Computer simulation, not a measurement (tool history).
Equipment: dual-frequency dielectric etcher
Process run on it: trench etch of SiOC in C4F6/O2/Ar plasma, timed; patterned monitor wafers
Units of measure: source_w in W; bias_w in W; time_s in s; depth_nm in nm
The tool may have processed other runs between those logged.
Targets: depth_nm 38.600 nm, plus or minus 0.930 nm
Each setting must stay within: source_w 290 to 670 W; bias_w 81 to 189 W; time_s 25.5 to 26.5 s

run 1 day=0.000 | source_w=480 bias_w=135 time_s=25.5 | depth_nm=52.402
run 2 day=0.283 | source_w=480 bias_w=135 time_s=26.5 | depth_nm=54.633
run 3 day=0.367 | source_w=410 bias_w=116 time_s=26.0 | depth_nm=45.988
run 4 day=0.675 | source_w=370 bias_w=112 time_s=26.0 | depth_nm=42.986
run 5 day=0.779 | source_w=370 bias_w=135 time_s=26.0 | depth_nm=46.963
run 6 day=1.038 | source_w=350 bias_w=126 time_s=26.0 | depth_nm=44.576
run 7 day=1.408 | source_w=330 bias_w=119 time_s=26.0 | depth_nm=41.780
run 8 day=1.733 | source_w=320 bias_w=116 time_s=26.0 | depth_nm=40.702
run 9 day=1.917 | source_w=310 bias_w=115 time_s=26.0 | depth_nm=39.235

Which single option among these 4 for the next run brings every result within its allowed miss of target? Just one does.
run A day=2.100 | source_w=310 bias_w=114 time_s=26.5 | depth_nm=?
run B day=2.100 | source_w=290 bias_w=119 time_s=25.5 | depth_nm=?
run C day=2.100 | source_w=320 bias_w=111 time_s=26.5 | depth_nm=?
run D day=2.100 | source_w=320 bias_w=112 time_s=26.5 | depth_nm=?

move=A depth_nm=40.311
move=B depth_nm=38.290
move=C depth_nm=40.420
move=D depth_nm=40.610
A: further off than the last run
B: every result lands within tolerance
C: further off than the last run
D: further off than the last run
The move that meets every target is B.
